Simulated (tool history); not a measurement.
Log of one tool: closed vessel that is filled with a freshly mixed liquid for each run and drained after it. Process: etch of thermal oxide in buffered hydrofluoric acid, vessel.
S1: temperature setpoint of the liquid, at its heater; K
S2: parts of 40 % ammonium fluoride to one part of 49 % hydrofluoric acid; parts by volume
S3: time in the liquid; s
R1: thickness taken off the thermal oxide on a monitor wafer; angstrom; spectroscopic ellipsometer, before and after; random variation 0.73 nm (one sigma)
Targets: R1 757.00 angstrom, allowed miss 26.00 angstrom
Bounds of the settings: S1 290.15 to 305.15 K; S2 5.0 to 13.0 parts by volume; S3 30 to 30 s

run 1 hour=0.0 | S1=297.15 S2=8.0 S3=30 | R1=440.80
run 2 hour=6.7 | S1=297.15 S2=6.5 S3=30 | R1=554.86
run 3 hour=11.9 | S1=298.65 S2=6.5 S3=30 | R1=604.91
run 4 hour=16.7 | S1=299.65 S2=6.5 S3=30 | R1=617.45
run 5 hour=24.2 | S1=299.65 S2=6.5 S3=30 | R1=626.45
run 6 hour=25.9 | S1=300.65 S2=6.5 S3=30 | R1=667.71
run 7 hour=27.9 | S1=301.15 S2=6.5 S3=30 | R1=687.40
run 8 hour=32.2 | S1=301.65 S2=6.5 S3=30 | R1=703.13

4 next moves are on the table. One of them brings every result within its allowed miss. Which?
run A hour=36.5 | S1=302.15 S2=7.0 S3=30 | R1=?
run B hour=36.5 | S1=302.65 S2=7.0 S3=30 | R1=?
run C hour=36.5 | S1=300.15 S2=5.5 S3=30 | R1=?
run D hour=36.5 | S1=301.15 S2=6.5 S3=30 | R1=?

move=A R1=679.20
move=B R1=697.30
move=C R1=751.40
move=D R1=686.98
A: further off than the last run
B: further off than the last run
C: meets every target
D: further off than the last run
The right move is C.

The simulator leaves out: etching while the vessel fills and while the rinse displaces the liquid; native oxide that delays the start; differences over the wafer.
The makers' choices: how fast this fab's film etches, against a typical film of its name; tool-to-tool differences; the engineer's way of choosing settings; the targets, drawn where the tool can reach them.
